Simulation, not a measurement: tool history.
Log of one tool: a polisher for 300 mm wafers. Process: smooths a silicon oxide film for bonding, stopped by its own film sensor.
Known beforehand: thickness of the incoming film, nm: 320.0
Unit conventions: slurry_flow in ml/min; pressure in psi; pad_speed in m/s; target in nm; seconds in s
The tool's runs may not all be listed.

run	hour	slurry_flow	pressure	pad_speed	slurry_solids	target	seconds
1	0	270	2.2	1.14	1	234	119.08
2	5.9	270	2.2	1.14	1	230	126.55
3	6.5	270	2.2	1.04	1	230	136.76
4	15.5	270	2.2	1.04	1.2	230	119.44
5	18.6	270	2.5	1.06	1.2	230	105.06
6	22.6	270	2.8	1.1	1.2	230	95.226
7	25.2	270	3	1.18	1.2	230	84.219

For run 8, what comes out?
8	27.5	270	3.1	1.24	1.2	230	?

{"run 8": {"seconds": 79.18}}

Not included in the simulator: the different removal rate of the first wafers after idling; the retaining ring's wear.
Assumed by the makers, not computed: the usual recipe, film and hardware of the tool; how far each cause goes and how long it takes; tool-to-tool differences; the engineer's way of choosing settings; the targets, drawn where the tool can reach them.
